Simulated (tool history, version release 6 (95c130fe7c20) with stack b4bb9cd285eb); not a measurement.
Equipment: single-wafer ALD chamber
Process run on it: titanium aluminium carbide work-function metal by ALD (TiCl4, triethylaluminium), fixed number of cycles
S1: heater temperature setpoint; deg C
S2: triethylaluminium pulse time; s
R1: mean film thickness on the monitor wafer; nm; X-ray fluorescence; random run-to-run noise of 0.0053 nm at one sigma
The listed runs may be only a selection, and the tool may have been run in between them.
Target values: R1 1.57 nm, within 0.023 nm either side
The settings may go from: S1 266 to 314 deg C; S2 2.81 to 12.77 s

| run | hour | S1 | S2 | R1 |
|---|---|---|---|---|
| 1 | 0 | 290 | 7.79 | 1.8745 |
| 2 | 6.1 | 287 | 7.35 | 1.8222 |
| 3 | 13.1 | 284 | 7.05 | 1.77 |
| 4 | 17.4 | 282 | 6.92 | 1.7544 |
| 5 | 23.5 | 280 | 6.71 | 1.7142 |
| 6 | 24 | 280 | 4.69 | 1.372 |
| 7 | 30.6 | 281 | 4.86 | 1.4207 |
| 8 | 39 | 281 | 4.86 | 1.4243 |
| 9 | 45.9 | 293 | 5.68 | 1.6648 |
| 10 | 53 | 292 | 5.67 | 1.6581 |
| 11 | 54.7 | 291 | 5.66 | 1.6402 |
| 12 | 62.5 | 290 | 5.65 | 1.6382 |
| 13 | 65.2 | 289 | 5.64 | 1.6375 |
| 14 | 65.7 | 289 | 5.64 | 1.6322 |
| 15 | 68.4 | 288 | 5.63 | 1.6187 |
| 16 | 75.2 | 287 | 5.62 | 1.6157 |
| 17 | 82.9 | 281 | 5.35 | 1.5219 |
| 18 | 89.9 | 282 | 5.36 | 1.5415 |
| 19 | 92 | 282 | 5.37 | 1.5406 |
| 20 | 100.3 | 286 | 5.53 | 1.5826 |

Which one of the following 5 next-run settings gets every result inside its allowed miss? There is exactly one.
| A | 108.6 | 283 | 5.54 | ? |
| B | 108.6 | 291 | 5.56 | ? |
| C | 108.6 | 286 | 5.61 | ? |
| D | 108.6 | 279 | 5.47 | ? |
| E | 108.6 | 288 | 5.67 | ? |

| move | R1 |
|---|---|
| A | 1.571 |
| B | 1.6257 |
| C | 1.6025 |
| D | 1.533 |
| E | 1.6258 |
A: every result within its allowed miss
B: moves away from the targets compared with the last run
C: moves away from the targets compared with the last run
D: moves the result that the last run missed by most past its target, out the other side
E: moves away from the targets compared with the last run
So the answer is move A, the one that meets all the targets.
